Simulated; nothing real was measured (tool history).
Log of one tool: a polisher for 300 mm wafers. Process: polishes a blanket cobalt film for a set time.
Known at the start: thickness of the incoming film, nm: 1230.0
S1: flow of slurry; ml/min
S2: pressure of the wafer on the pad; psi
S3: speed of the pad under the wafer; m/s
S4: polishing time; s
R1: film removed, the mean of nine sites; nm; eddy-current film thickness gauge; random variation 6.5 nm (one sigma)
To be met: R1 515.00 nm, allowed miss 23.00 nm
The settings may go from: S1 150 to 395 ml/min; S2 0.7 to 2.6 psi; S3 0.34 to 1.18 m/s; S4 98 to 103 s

run 1 hour=0.0 | S1=250 S2=1.6 S3=0.76 S4=98 | R1=294.47
run 2 hour=5.3 | S1=250 S2=1.8 S3=0.76 S4=98 | R1=324.38
run 3 hour=12.6 | S1=250 S2=2.0 S3=0.78 S4=98 | R1=372.09
run 4 hour=18.7 | S1=250 S2=2.0 S3=0.78 S4=103 | R1=396.16
run 5 hour=19.7 | S1=250 S2=2.0 S3=0.92 S4=103 | R1=433.50
run 6 hour=27.8 | S1=295 S2=2.0 S3=0.92 S4=103 | R1=452.82
run 7 hour=29.8 | S1=295 S2=2.1 S3=0.92 S4=103 | R1=465.82
run 8 hour=36.1 | S1=295 S2=2.2 S3=0.92 S4=103 | R1=488.65

4 next moves are on the table. One of them brings every result within its allowed miss. Which?
run A hour=42.4 | S1=320 S2=2.0 S3=0.94 S4=103 | R1=?
run B hour=42.4 | S1=345 S2=2.4 S3=0.86 S4=103 | R1=?
run C hour=42.4 | S1=240 S2=2.2 S3=0.94 S4=102 | R1=?
run D hour=42.4 | S1=335 S2=2.2 S3=0.84 S4=103 | R1=?

move=A R1=463.66
move=B R1=515.72
move=C R1=486.57
move=D R1=466.00
A: further off than the last run
B: meets every target
C: further off than the last run
D: further off than the last run
Move B is the one to make.
